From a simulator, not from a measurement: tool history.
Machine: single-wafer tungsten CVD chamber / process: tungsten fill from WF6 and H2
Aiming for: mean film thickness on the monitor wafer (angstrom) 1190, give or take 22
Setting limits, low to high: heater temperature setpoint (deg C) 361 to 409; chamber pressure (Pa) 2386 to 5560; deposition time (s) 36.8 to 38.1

run	hour	heater temperature setpoint (deg C)	chamber pressure (Pa)	deposition time (s)	mean film thickness on the monitor wafer (angstrom)
1	0	385	3973	36.8	797.28
2	8.5	385	3693	36.8	774.03
3	12.9	377	3693	36.8	644.78
4	16.6	377	4293	36.8	677.06
5	20	384	4320	36.8	798.7
6	24	384	4320	36.8	802
7	31	389	4333	36.8	897.47
8	36.7	392	4346	36.8	951.35
9	41.4	395	4360	36.8	1015.3
10	49	395	4360	36.8	1017.2
11	50.5	397	4360	36.8	1069.7

Consider the 4 candidate settings below. Which is the only one whose results all fall within their allowed miss of target?
A	52	398	4666	37.2	?
B	52	398	5293	36.8	?
C	52	405	4306	36.8	?
D	52	401	4480	37.4	?

move	mean film thickness on the monitor wafer (angstrom)
A	1118
B	1154.4
C	1240.1
D	1178.5
A: closer than the last run, but not yet in spec
B: closer than the last run, but not yet in spec
C: pushes the last run's worst result past its target
D: in spec on every target
So the answer is move D, the one that meets all the targets.

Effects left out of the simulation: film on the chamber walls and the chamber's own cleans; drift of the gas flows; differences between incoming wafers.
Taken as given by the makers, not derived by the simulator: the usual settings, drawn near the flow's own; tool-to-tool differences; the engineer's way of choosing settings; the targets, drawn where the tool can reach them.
